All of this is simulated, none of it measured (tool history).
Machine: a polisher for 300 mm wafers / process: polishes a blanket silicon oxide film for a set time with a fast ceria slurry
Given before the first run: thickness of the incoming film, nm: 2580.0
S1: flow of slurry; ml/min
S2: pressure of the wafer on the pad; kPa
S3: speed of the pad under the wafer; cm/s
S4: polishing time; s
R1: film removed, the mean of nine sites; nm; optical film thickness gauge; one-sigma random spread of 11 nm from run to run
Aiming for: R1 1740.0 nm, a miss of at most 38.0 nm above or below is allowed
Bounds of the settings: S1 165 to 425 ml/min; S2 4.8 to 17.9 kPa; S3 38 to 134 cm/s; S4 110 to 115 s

run	day	S1	S2	S3	S4	R1
1	0.000	275	11.0	86	110	924.9
2	0.325	280	12.4	86	110	1057.3
3	0.379	285	13.8	86	110	1174.5
4	0.658	285	13.8	96	110	1291.5
5	0.888	285	13.8	76	110	1027.3
6	1.167	285	14.5	80	110	1126.1
7	1.283	310	17.9	94	110	1658.3
8	1.412	310	17.9	94	110	1653.1
9	1.683	310	17.9	96	110	1695.1

Exactly one of the 4 candidate moves below puts every result within its allowed miss. Which one?
A	1.954	350	15.9	102	113	?
B	1.954	330	17.2	108	111	?
C	1.954	315	17.9	100	110	?
D	1.954	325	17.9	90	114	?

move	R1
A	1641.4
B	1841.2
C	1752.4
D	1643.3
A: misses by more than the last run did
B: takes the result that was furthest off past its target
C: all results land within tolerance of their targets
D: misses by more than the last run did
C is the move that brings every result within its allowed miss.
